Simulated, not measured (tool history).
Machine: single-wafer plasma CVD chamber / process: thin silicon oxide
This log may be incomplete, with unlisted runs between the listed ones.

| run | hour | heater temperature setpoint (K) | chamber pressure (Torr) | RF power (W) | deposition time (s) | mean film thickness on the monitor wafer (nm) |
|---|---|---|---|---|---|---|
| 1 | 0 | 668.15 | 0.941 | 310 | 4.06 | 9.0103 |
| 2 | 3.7 | 658.15 | 0.941 | 310 | 4.06 | 9.1228 |
| 3 | 10.6 | 658.15 | 0.941 | 310 | 4.06 | 9.0107 |
| 4 | 14.4 | 658.15 | 0.941 | 265 | 4.06 | 8.3441 |
| 5 | 17.3 | 658.15 | 0.823 | 255 | 4.06 | 7.0839 |
| 6 | 20.8 | 652.15 | 0.823 | 255 | 4.06 | 7.0965 |
| 7 | 21.5 | 652.15 | 0.768 | 255 | 4.06 | 6.6363 |
| 8 | 26.2 | 652.15 | 0.733 | 255 | 4.06 | 6.2607 |
| 9 | 32.1 | 652.15 | 0.716 | 255 | 4.06 | 6.07 |

What does the tool deliver on the next run?
| 10 | 38.9 | 652.15 | 0.664 | 255 | 4.06 | ? |

{"run 10": {"mean film thickness on the monitor wafer (nm)": 5.4354}}
